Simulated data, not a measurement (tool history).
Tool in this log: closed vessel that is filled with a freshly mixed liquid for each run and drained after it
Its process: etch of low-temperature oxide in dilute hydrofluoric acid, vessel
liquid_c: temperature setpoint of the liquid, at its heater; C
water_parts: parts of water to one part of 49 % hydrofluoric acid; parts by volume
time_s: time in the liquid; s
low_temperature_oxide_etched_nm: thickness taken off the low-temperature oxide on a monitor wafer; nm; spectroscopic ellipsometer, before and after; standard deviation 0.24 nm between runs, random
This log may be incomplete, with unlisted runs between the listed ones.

run,hour,liquid_c,water_parts,time_s,low_temperature_oxide_etched_nm
1,0.0,25.0,210,280,31.877
2,4.7,24.0,210,280,31.517
3,12.6,24.0,275,280,22.079
4,19.7,24.0,275,300,23.215
5,23.6,25.5,275,300,25.537
6,26.6,26.0,275,300,25.706

Run 7 is up next; what results do you expect?
7,33.9,26.5,275,300,?

{"run 7": {"low_temperature_oxide_etched_nm": 25.382}}
